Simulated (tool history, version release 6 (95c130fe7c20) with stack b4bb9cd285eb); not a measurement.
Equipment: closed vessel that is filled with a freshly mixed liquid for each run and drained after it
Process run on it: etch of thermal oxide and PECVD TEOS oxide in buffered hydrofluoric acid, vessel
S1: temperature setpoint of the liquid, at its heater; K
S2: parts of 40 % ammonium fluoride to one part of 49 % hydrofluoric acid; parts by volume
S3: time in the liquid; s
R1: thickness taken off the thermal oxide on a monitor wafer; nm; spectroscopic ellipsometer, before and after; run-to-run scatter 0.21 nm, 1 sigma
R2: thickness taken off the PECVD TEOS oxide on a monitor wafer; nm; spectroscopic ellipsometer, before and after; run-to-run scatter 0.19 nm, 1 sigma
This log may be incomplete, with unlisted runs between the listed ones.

Run 1, hour 0.0: S1 294.15 K, S2 22.5 parts by volume, S3 60 s. Result: R1 27.819 nm, R2 38.934 nm.
Run 2, hour 9.1: S1 295.65 K, S2 22.5 parts by volume, S3 60 s. Result: R1 30.417 nm, R2 42.236 nm.
Run 3, hour 12.1: S1 296.65 K, S2 22.5 parts by volume, S3 60 s. Result: R1 31.738 nm, R2 44.613 nm.
Run 4, hour 20.0: S1 296.65 K, S2 28.0 parts by volume, S3 60 s. Result: R1 27.246 nm, R2 38.548 nm.
Run 5, hour 25.2: S1 293.15 K, S2 28.0 parts by volume, S3 60 s. Result: R1 22.873 nm, R2 31.784 nm.
Run 6, hour 33.0: S1 293.15 K, S2 28.0 parts by volume, S3 50 s. Result: R1 18.889 nm, R2 26.356 nm.
Run 7, hour 34.1: S1 293.15 K, S2 28.0 parts by volume, S3 50 s. Result: R1 18.822 nm, R2 26.410 nm.
Run 8, hour 37.5: S1 295.65 K, S2 26.0 parts by volume, S3 50 s. Result: R1 22.733 nm, R2 31.905 nm.
Run 9, hour 43.3: S1 297.65 K, S2 24.5 parts by volume, S3 50 s. Result: R1 26.459 nm, R2 37.002 nm.

What will run 10 give?
Run 10, hour 44.1: S1 299.15 K, S2 23.5 parts by volume, S3 50 s. Result: R1 ?, R2 ?.

R1: 29.636 nm
R2: 41.390 nm

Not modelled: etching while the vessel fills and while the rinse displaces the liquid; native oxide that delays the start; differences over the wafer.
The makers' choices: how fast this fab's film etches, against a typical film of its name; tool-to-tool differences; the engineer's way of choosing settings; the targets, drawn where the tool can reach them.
